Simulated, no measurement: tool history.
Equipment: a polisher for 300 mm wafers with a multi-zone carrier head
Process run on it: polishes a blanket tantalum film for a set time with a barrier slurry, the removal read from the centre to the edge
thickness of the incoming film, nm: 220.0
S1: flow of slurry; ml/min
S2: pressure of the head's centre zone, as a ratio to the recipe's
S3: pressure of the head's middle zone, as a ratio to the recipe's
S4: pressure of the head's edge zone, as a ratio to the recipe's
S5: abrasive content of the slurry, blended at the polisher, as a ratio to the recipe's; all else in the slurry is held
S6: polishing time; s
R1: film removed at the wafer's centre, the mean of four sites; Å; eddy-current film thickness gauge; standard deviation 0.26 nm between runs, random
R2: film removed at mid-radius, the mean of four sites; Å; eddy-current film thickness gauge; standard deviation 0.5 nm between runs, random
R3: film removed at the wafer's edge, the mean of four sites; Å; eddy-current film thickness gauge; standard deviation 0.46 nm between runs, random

run 1 hour=0 | S1=200 S2=1 S3=1 S4=1 S5=1 S6=31 | R1=704.64 R2=683.55 R3=700.66
run 2 hour=1 | S1=195 S2=0.97 S3=1.02 S4=0.95 S5=0.85 S6=28 | R1=591.39 R2=591.05 R3=575.71
run 3 hour=6.6 | S1=185 S2=0.93 S3=1.03 S4=0.92 S5=0.75 S6=27 | R1=524.38 R2=551.8 R3=521.67
run 4 hour=14.7 | S1=185 S2=0.93 S3=1.03 S4=0.92 S5=0.75 S6=31 | R1=603.91 R2=635.14 R3=607.06
run 5 hour=22.2 | S1=180 S2=0.91 S3=1.04 S4=0.89 S5=0.7 S6=29 | R1=542.63 R2=576.89 R3=545.32
run 6 hour=25.3 | S1=180 S2=0.91 S3=1.04 S4=0.89 S5=0.7 S6=36 | R1=678.27 R2=728.99 R3=682.98
run 7 hour=31.5 | S1=175 S2=0.89 S3=1.05 S4=0.87 S5=0.65 S6=32 | R1=567.3 R2=628.31 R3=582.7
run 8 hour=33.3 | S1=175 S2=0.89 S3=1.06 S4=0.85 S5=0.6 S6=29 | R1=507.86 R2=555.02 R3=501.39
run 9 hour=41.7 | S1=170 S2=0.87 S3=1.07 S4=0.84 S5=0.55 S6=27 | R1=444.97 R2=495.17 R3=441.92
-- hour=49.6 slurry nozzle cleaned
run 10 hour=49.6 | S1=165 S2=0.86 S3=1.08 S4=0.83 S5=0.55 S6=26 | R1=444.23 R2=507.59 R3=444.03
run 11 hour=51.5 | S1=165 S2=0.85 S3=1.08 S4=0.83 S5=0.55 S6=25 | R1=416.78 R2=483.36 R3=415.7

The next listed run, before its measurement:
run 12 hour=53.6 | S1=155 S2=0.82 S3=1.05 S4=0.81 S5=0.5 S6=23 | R1=? R2=? R3=?

Logged for run 12: R1 364.17 Å, R2 422.25 Å, R3 369.84 Å.

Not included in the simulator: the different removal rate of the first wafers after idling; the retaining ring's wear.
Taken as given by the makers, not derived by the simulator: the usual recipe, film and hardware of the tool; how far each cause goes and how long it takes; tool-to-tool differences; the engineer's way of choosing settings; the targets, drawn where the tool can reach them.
